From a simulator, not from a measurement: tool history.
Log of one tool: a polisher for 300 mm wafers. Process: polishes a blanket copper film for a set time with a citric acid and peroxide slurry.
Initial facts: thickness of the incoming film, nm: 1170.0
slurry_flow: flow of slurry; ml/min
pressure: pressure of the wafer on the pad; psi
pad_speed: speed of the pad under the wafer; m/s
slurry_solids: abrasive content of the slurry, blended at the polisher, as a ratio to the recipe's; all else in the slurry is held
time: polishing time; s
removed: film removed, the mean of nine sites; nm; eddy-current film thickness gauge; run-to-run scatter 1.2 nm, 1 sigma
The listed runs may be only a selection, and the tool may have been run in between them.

run    day  slurry_flow  pressure  pad_speed  slurry_solids  time  removed
  1  0.000          125       3.7       0.80           1.00   104   204.19
  2  0.238          115       3.7       0.80           1.00   104   200.93
  3  0.321          115       3.7       0.80           0.90   104   198.09
  4  0.671          115       3.7       0.80           1.05   104   203.58
     0.942  -- slurry blender recalibrated
  5  0.942          115       3.7       0.80           1.05   104   219.67
  6  1.162          115       3.7       0.80           1.05   109   227.45
  7  1.512           90       2.7       0.78           1.05   109   161.71

For run 8, what comes out?
  8  1.771           90       2.6       0.78           1.05   109        ?

{"run 8": {"removed": 151.43}}

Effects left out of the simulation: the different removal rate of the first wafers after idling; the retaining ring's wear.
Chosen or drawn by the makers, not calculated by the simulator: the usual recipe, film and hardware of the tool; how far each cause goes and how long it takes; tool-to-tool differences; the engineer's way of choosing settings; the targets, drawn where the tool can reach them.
